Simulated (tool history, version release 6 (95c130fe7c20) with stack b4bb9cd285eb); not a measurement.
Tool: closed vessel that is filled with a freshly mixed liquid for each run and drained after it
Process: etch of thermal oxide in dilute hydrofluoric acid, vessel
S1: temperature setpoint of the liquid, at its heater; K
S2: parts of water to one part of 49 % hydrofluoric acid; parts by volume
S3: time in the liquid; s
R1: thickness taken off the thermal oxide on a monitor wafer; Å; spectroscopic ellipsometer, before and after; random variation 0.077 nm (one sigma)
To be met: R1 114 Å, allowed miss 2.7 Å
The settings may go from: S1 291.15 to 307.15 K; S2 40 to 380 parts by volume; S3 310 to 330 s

run 1 hour=0 | S1=299.15 S2=210 S3=310 | R1=68.703
run 2 hour=5.5 | S1=301.15 S2=200 S3=310 | R1=78.362
run 3 hour=11.4 | S1=299.65 S2=200 S3=310 | R1=74.739
run 4 hour=14.2 | S1=299.65 S2=230 S3=310 | R1=62.687
run 5 hour=20.2 | S1=301.65 S2=215 S3=310 | R1=72.838
run 6 hour=27.4 | S1=303.15 S2=205 S3=310 | R1=82.098
run 7 hour=33.2 | S1=303.15 S2=205 S3=310 | R1=82.192
run 8 hour=36.1 | S1=304.15 S2=195 S3=310 | R1=91.123
run 9 hour=44.7 | S1=304.65 S2=190 S3=310 | R1=95.457
run 10 hour=51.4 | S1=305.15 S2=185 S3=310 | R1=99.114
run 11 hour=54.2 | S1=307.15 S2=170 S3=310 | R1=117.08

4 next moves are on the table. One of them brings every result within its allowed miss. Which?
run A hour=57 | S1=305.65 S2=170 S3=330 | R1=?
run B hour=57 | S1=306.65 S2=165 S3=310 | R1=?
run C hour=57 | S1=306.15 S2=170 S3=310 | R1=?
run D hour=57 | S1=305.15 S2=160 S3=310 | R1=?

move=A R1=119.29
move=B R1=120.3
move=C R1=114.01
move=D R1=118.52
A: further off than the last run
B: further off than the last run
C: meets every target
D: further off than the last run
The right move is C.
